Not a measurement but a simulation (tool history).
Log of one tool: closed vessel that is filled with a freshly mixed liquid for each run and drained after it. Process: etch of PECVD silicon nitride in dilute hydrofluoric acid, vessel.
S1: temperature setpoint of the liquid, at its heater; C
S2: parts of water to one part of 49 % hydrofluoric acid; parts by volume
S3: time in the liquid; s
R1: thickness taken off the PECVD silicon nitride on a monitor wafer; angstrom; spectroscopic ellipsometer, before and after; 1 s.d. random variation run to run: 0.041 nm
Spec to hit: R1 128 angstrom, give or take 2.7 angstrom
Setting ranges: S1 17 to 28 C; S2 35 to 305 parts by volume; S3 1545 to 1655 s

run,hour,S1,S2,S3,R1
1,0,20,170,1545,116.85
2,3.9,21,170,1545,124.7
3,8.3,18.5,170,1545,104.74
4,16.9,19,170,1545,109.29
5,22.7,19,170,1545,108.48
6,31.4,19.5,170,1545,112.69
7,38.4,20,170,1545,115.84
8,43.2,22,170,1545,132.93

Next run, 5 choices. One meets every target within its allowed miss, the rest don't. Which?
A,48,25,215,1565,?
B,48,19,135,1545,?
C,48,22.5,180,1595,?
D,48,23,180,1580,?
E,48,20.5,160,1605,?

move,R1
A,128.85
B,135.93
C,133.58
D,136.66
E,132.35
A: all results in spec
B: moves away from the targets compared with the last run
C: moves away from the targets compared with the last run
D: moves away from the targets compared with the last run
E: an improvement on the last run, though not all results are within tolerance
A meets every target.
